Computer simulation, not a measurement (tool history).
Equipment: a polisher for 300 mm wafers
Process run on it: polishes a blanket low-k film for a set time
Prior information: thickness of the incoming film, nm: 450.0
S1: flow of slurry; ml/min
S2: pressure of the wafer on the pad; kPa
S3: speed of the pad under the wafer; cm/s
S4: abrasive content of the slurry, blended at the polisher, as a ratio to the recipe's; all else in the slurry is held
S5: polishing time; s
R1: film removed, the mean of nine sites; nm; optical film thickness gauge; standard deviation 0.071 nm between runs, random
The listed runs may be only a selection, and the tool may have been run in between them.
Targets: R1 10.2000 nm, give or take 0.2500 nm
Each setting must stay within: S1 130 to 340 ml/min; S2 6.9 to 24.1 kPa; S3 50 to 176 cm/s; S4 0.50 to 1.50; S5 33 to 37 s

| run | day | S1 | S2 | S3 | S4 | S5 | R1 |
|---|---|---|---|---|---|---|---|
| 1 | 0.000 | 220 | 15.2 | 112 | 1.00 | 37 | 17.4250 |
| 2 | 0.067 | 215 | 13.8 | 112 | 1.00 | 37 | 15.7780 |
| 3 | 0.446 | 210 | 12.4 | 112 | 1.00 | 37 | 14.3280 |
| 4 | 0.583 | 210 | 12.4 | 112 | 1.20 | 37 | 15.5190 |
| 5 | 0.696 | 205 | 11.7 | 112 | 1.20 | 37 | 14.5060 |
| 6 | 0.733 | 205 | 13.1 | 112 | 1.20 | 37 | 16.4190 |
| 7 | 0.854 | 185 | 9.0 | 110 | 1.20 | 37 | 11.1980 |
| 8 | 1.167 | 180 | 9.0 | 110 | 1.20 | 37 | 11.0550 |
| 9 | 1.288 | 175 | 9.0 | 110 | 1.20 | 37 | 10.8490 |
| 10 | 1.575 | 170 | 9.0 | 110 | 1.20 | 37 | 10.9590 |
| 11 | 1.604 | 170 | 9.0 | 110 | 1.20 | 37 | 10.9710 |
| 12 | 1.804 | 165 | 9.0 | 110 | 1.20 | 37 | 10.8250 |
| 13 | 1.846 | 160 | 9.0 | 110 | 1.20 | 37 | 10.9500 |
| 14 | 2.038 | 160 | 7.6 | 110 | 1.20 | 37 | 9.3440 |
| 15 | 2.171 | 170 | 7.6 | 110 | 1.20 | 37 | 9.2996 |

Below are 4 possible settings for the next run. Only one of them brings all results inside the allowed miss of their targets. Which is it?
| A | 2.304 | 145 | 9.0 | 98 | 1.10 | 37 | ? |
| B | 2.304 | 130 | 11.0 | 86 | 1.10 | 33 | ? |
| C | 2.304 | 190 | 9.0 | 106 | 1.20 | 37 | ? |
| D | 2.304 | 130 | 8.3 | 116 | 1.25 | 37 | ? |

| move | R1 |
|---|---|
| A | 9.6726 |
| B | 9.7049 |
| C | 10.8020 |
| D | 10.1870 |
A: an improvement on the last run, though not all results are within tolerance
B: an improvement on the last run, though not all results are within tolerance
C: takes the biggest miss from the last run beyond its target
D: in spec on every target
The move that meets every target is D.
